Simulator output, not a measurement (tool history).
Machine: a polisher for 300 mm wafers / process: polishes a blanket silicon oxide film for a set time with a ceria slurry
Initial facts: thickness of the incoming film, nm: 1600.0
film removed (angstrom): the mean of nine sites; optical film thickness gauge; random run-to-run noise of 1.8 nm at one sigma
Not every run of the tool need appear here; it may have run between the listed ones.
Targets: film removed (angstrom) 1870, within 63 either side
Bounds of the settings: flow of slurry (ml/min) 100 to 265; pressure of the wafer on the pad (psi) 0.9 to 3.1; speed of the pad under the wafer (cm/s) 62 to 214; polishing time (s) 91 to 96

run  hour  flow of slurry (ml/min)  pressure of the wafer on the pad (psi)  speed of the pad under the wafer (cm/s)  polishing time (s)  film removed (angstrom)
  1     0                      170                                       2                                      138                  91                   3304.1
  2   6.1                      170                                     1.5                                      138                  91                   2525.8
  3   8.6                      170                                     1.5                                      138                  96                   2622.6
  4  11.3                      170                                     1.4                                      138                  96                     2471
  5    12                      170                                     1.4                                      138                  91                   2328.4
  6  18.2                      170                                     1.3                                      138                  91                     2166
  7  23.1                      160                                     1.2                                      138                  91                   2006.3
  8  27.7                      155                                     1.2                                      138                  91                   2037.1
  9  33.5                      155                                     1.2                                      138                  91                   1988.7
 10  37.1                      150                                     1.2                                      138                  91                   1995.2
 11  41.1                      145                                     1.2                                      138                  91                     1947
 12  48.1                      135                                     1.2                                      138                  91                   1933.1
 13  49.7                      130                                     1.2                                      138                  91                   1950.2
 14  53.6                      125                                     1.2                                      138                  91                   1950.8

Exactly one of the 4 candidate moves below puts every result within its allowed miss. Which one?
  A  57.5                      140                                     1.5                                      108                  96                        ?
  B  57.5                      115                                     1.7                                      108                  91                        ?
  C  57.5                      145                                     1.3                                      130                  91                        ?
  D  57.5                      105                                     1.3                                      118                  96                        ?

move  film removed (angstrom)
   A                   2050.6
   B                   2141.4
   C                   2032.1
   D                   1878.9
A: further off than the last run
B: further off than the last run
C: further off than the last run
D: every result within its allowed miss
Answer: D
